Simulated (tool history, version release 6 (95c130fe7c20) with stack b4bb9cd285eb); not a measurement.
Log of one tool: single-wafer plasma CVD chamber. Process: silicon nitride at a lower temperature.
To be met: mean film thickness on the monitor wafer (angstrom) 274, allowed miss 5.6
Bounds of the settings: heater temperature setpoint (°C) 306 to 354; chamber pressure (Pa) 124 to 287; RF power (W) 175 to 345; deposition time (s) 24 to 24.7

run  hour  heater temperature setpoint (°C)  chamber pressure (Pa)  RF power (W)  deposition time (s)  mean film thickness on the monitor wafer (angstrom)
  1     0                               330                    205           260                   24                                               244.68
  2   7.5                               334                    205           260                   24                                               243.94
  3   9.1                               334                    220           260                   24                                               247.49
  4  14.9                               334                    233           265                   24                                                253.3
  5  21.9                               334                    241           270                   24                                               259.49
  6  23.9                               334                    249           275                   24                                               265.18
  7  30.8                               334                    255           275                   24                                               265.05
  8  37.8                               334                    259           275                   24                                               266.03
  9  41.4                               334                    263           275                   24                                               267.16
 10  45.3                               334                    265           275                   24                                               267.23
 11  48.1                               334                    268           275                   24                                               267.24
 12  57.1                               334                    269           275                   24                                               267.81
 13  64.9                               334                    271           275                   24                                               269.16

4 next moves are on the table. One of them brings every result within its allowed miss. Which?
  A  72.7                               345                    236           265                 24.7                                                    ?
  B  72.7                               328                    287           265                 24.7                                                    ?
  C  72.7                               333                    287           265                   24                                                    ?
  D  72.7                               317                    287           245                 24.7                                                    ?

move  mean film thickness on the monitor wafer (angstrom)
   A                                               260.31
   B                                                271.6
   C                                               263.39
   D                                               256.87
A: further off than the last run
B: meets every target
C: further off than the last run
D: further off than the last run
The right move is B.
